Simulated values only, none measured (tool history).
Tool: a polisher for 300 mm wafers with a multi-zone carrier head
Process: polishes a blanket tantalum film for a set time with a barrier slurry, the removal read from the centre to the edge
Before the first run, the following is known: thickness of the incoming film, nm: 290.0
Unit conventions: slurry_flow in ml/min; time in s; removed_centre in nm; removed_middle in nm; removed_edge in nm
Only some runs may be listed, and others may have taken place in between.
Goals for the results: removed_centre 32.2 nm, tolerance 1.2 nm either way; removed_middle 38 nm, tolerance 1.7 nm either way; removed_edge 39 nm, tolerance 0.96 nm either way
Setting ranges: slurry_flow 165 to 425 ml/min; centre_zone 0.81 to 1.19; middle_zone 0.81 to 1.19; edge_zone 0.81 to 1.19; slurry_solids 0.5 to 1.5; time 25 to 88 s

run	hour	slurry_flow	centre_zone	middle_zone	edge_zone	slurry_solids	time	removed_centre	removed_middle	removed_edge
1	0	275	1	1	1	1	56	69.591	70.574	71.587
2	6	225	1	1	1	1	56	68.606	69.786	70.738
3	10.3	220	0.96	0.99	0.99	0.9	51	57.383	60.024	60.552
4	12.3	220	0.96	0.99	0.99	0.8	51	53.923	56.536	57.644
5	19.8	220	0.96	0.99	0.92	0.8	51	53.85	56.962	56.375
6	27.9	215	0.93	0.98	0.92	0.75	49	49.318	51.623	52.565
7	30.1	210	0.9	0.99	0.93	0.7	47	42.934	48.457	48.237
8	37	190	0.81	0.89	0.87	0.5	42	27.131	30.816	32.308
9	37.9	215	0.82	0.91	0.89	0.5	42	27.56	31.744	32.87
10	38.6	210	0.83	0.93	0.92	0.5	41	27.572	31.058	32.756
11	43.4	205	0.84	0.97	0.95	0.5	41	27.809	32.933	32.89
12	45.2	210	0.84	0.97	0.97	0.55	41	29.924	34.914	36.713
13	49.1	215	0.85	0.98	0.98	0.55	41	30.334	35.671	36.956
14	55.6	265	0.88	1.01	1.05	0.6	41	34.797	39.789	40.918

Exercise: of the 5 proposed moves below, exactly one satisfies all targets within the stated allowed misses. Which move is it?
A	62.1	275	0.97	1.05	1.08	0.7	36	?	?	?
B	62.1	300	0.99	0.98	0.94	0.65	39	?	?	?
C	62.1	235	0.97	0.89	1.01	0.65	41	?	?	?
D	62.1	290	0.86	1.01	1.07	0.75	34	?	?	?
E	62.1	265	1.08	1.06	1.01	0.8	32	?	?	?

move	removed_centre	removed_middle	removed_edge
A	37.13	40.763	39.471
B	39.641	40.453	38.821
C	39.677	38.621	41.323
D	32.417	39.026	38.704
E	39.254	38.949	36.404
A: lands further from the targets than the last run did
B: lands further from the targets than the last run did
C: lands further from the targets than the last run did
D: in spec on every target
E: lands further from the targets than the last run did
D meets every target.

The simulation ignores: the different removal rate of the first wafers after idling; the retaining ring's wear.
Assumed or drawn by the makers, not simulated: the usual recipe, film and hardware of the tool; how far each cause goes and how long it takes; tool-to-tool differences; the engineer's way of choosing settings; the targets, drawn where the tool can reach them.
